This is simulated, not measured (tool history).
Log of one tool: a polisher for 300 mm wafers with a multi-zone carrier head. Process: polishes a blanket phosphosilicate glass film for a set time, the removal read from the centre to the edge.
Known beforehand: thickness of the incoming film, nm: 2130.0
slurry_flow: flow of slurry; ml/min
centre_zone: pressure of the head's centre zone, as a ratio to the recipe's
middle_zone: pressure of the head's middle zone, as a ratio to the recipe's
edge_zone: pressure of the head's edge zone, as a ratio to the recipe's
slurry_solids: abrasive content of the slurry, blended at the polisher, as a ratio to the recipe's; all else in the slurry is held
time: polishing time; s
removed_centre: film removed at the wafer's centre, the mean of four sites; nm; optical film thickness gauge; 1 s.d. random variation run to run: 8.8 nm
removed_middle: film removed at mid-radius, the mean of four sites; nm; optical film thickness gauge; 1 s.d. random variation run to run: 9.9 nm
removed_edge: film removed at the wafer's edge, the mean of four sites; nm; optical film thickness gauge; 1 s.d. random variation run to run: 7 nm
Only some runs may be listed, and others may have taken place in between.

run    day  slurry_flow  centre_zone  middle_zone  edge_zone  slurry_solids  time  removed_centre  removed_middle  removed_edge
  1      0          180            1            1          1              1    76          587.03          597.63        586.01
  2  0.292          180            1            1          1            0.9    76          582.79          569.38        571.15
  3  0.471          160            1            1          1            0.9    76          576.37          573.89        566.34
  4  0.554          160         1.03         1.01       1.02              1    77          622.48          604.12        590.06
  5  0.733          165         1.04         1.02       1.04            1.1    78           648.5          636.32        622.49
  6  0.996          170         1.05         1.03       1.05            1.2    79          688.03          652.26        654.82
  7  1.321          170         1.05         1.05       1.05           1.25    80          713.28          691.29        673.68

Run 8 comes next. What will it give?
  8  1.529          175         1.05         1.07       1.06            1.3    80               ?               ?             ?

For run 8 the tool returned removed_centre 716.08 nm, removed_middle 717.42 nm, removed_edge 681.22 nm.

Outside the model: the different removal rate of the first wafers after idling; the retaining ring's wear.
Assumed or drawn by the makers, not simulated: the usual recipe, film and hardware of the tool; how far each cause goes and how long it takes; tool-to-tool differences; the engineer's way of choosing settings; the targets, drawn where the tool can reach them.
